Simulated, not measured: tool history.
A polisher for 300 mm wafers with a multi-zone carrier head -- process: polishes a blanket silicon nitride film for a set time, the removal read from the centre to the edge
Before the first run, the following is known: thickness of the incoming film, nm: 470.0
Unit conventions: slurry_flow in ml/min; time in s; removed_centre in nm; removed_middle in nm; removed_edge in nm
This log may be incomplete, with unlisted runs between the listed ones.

run 1 hour=0 | slurry_flow=190 centre_zone=1 middle_zone=1 edge_zone=1 time=78 | removed_centre=177.19 removed_middle=172.58 removed_edge=177.36
run 2 hour=0.5 | slurry_flow=190 centre_zone=1 middle_zone=1 edge_zone=1 time=87 | removed_centre=196.54 removed_middle=195.01 removed_edge=200.38
run 3 hour=2 | slurry_flow=190 centre_zone=1 middle_zone=1 edge_zone=1 time=78 | removed_centre=177.47 removed_middle=174.8 removed_edge=180.89
run 4 hour=8.1 | slurry_flow=185 centre_zone=1.02 middle_zone=0.99 edge_zone=0.95 time=73 | removed_centre=170.64 removed_middle=160.39 removed_edge=164.1
run 5 hour=12.9 | slurry_flow=185 centre_zone=1.02 middle_zone=0.99 edge_zone=0.95 time=88 | removed_centre=205.15 removed_middle=194.23 removed_edge=196.61
run 6 hour=18.4 | slurry_flow=185 centre_zone=1.02 middle_zone=0.99 edge_zone=0.95 time=74 | removed_centre=168.87 removed_middle=163.76 removed_edge=163.51
run 7 hour=23.6 | slurry_flow=185 centre_zone=1.02 middle_zone=0.99 edge_zone=0.95 time=74 | removed_centre=173.07 removed_middle=160.92 removed_edge=165.82
run 8 hour=27 | slurry_flow=180 centre_zone=1.02 middle_zone=1 edge_zone=0.91 time=71 | removed_centre=162.3 removed_middle=155.81 removed_edge=154.88

What will run 9 give?
run 9 hour=32.3 | slurry_flow=170 centre_zone=1.03 middle_zone=1 edge_zone=0.88 time=69 | removed_centre=? removed_middle=? removed_edge=?

{"run 9": {"removed_centre": 159.34, "removed_middle": 151.63, "removed_edge": 144.11}}

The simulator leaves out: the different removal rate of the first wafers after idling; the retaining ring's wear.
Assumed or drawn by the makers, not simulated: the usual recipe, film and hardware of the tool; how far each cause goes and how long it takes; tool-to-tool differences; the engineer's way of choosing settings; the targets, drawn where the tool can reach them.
